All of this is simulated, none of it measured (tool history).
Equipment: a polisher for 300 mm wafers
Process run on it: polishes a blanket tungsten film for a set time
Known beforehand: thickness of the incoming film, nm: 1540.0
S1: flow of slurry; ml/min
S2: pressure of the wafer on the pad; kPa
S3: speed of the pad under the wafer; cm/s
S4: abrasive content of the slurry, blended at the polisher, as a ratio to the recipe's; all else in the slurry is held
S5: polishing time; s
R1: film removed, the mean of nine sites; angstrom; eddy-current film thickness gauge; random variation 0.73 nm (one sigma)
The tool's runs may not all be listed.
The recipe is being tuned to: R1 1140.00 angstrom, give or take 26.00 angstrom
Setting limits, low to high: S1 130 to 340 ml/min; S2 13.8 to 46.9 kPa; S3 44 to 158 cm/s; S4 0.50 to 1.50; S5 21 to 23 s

{"run": 1, "hour": 0.0, "S1": 220, "S2": 30.3, "S3": 100, "S4": 1.0, "S5": 23, "R1": 1328.5}
{"run": 2, "hour": 5.3, "S1": 215, "S2": 29.6, "S3": 100, "S4": 1.0, "S5": 23, "R1": 1284.0}
{"run": 3, "hour": 13.3, "S1": 205, "S2": 29.0, "S3": 100, "S4": 1.0, "S5": 23, "R1": 1248.6}
{"run": 4, "hour": 20.7, "S1": 205, "S2": 22.1, "S3": 100, "S4": 1.0, "S5": 23, "R1": 963.29}
{"run": 5, "hour": 25.0, "S1": 205, "S2": 22.1, "S3": 76, "S4": 1.0, "S5": 23, "R1": 809.88}
{"run": 6, "hour": 27.3, "S1": 205, "S2": 22.1, "S3": 76, "S4": 1.0, "S5": 23, "R1": 809.92}
{"run": 7, "hour": 30.5, "S1": 215, "S2": 24.1, "S3": 76, "S4": 1.0, "S5": 23, "R1": 880.41}
{"run": 8, "hour": 33.5, "S1": 230, "S2": 25.5, "S3": 76, "S4": 1.0, "S5": 23, "R1": 946.41}
{"run": 9, "hour": 40.0, "S1": 250, "S2": 26.2, "S3": 76, "S4": 1.0, "S5": 23, "R1": 966.27}
{"run": 10, "hour": 46.9, "S1": 255, "S2": 26.9, "S3": 76, "S4": 1.0, "S5": 23, "R1": 998.12}
{"run": 11, "hour": 48.1, "S1": 265, "S2": 27.6, "S3": 76, "S4": 1.0, "S5": 23, "R1": 1019.2}
{"run": 12, "hour": 53.4, "S1": 270, "S2": 31.7, "S3": 76, "S4": 1.0, "S5": 23, "R1": 1178.1}
{"run": 13, "hour": 60.2, "S1": 270, "S2": 31.7, "S3": 76, "S4": 1.0, "S5": 23, "R1": 1171.3}
{"run": 14, "hour": 61.3, "S1": 265, "S2": 31.7, "S3": 76, "S4": 1.0, "S5": 23, "R1": 1173.0}

5 candidate next runs follow, results not yet known. Just one meets every target within its allowed miss. Identify it.
{"run": "A", "hour": 62.4, "S1": 330, "S2": 44.8, "S3": 44, "S4": 0.9, "S5": 21, "R1": "?"}
{"run": "B", "hour": 62.4, "S1": 280, "S2": 33.1, "S3": 90, "S4": 0.5, "S5": 23, "R1": "?"}
{"run": "C", "hour": 62.4, "S1": 250, "S2": 38.6, "S3": 62, "S4": 1.05, "S5": 21, "R1": "?"}
{"run": "D", "hour": 62.4, "S1": 255, "S2": 33.8, "S3": 72, "S4": 1.2, "S5": 22, "R1": "?"}
{"run": "E", "hour": 62.4, "S1": 260, "S2": 27.6, "S3": 100, "S4": 0.9, "S5": 23, "R1": "?"}

move=A R1=1085.30
move=B R1=1189.50
move=C R1=1141.90
move=D R1=1190.20
move=E R1=1201.60
A: moves the result that the last run missed by most past its target, out the other side
B: moves away from the targets compared with the last run
C: each result inside its tolerance
D: moves away from the targets compared with the last run
E: moves away from the targets compared with the last run
The move that meets every target is C.

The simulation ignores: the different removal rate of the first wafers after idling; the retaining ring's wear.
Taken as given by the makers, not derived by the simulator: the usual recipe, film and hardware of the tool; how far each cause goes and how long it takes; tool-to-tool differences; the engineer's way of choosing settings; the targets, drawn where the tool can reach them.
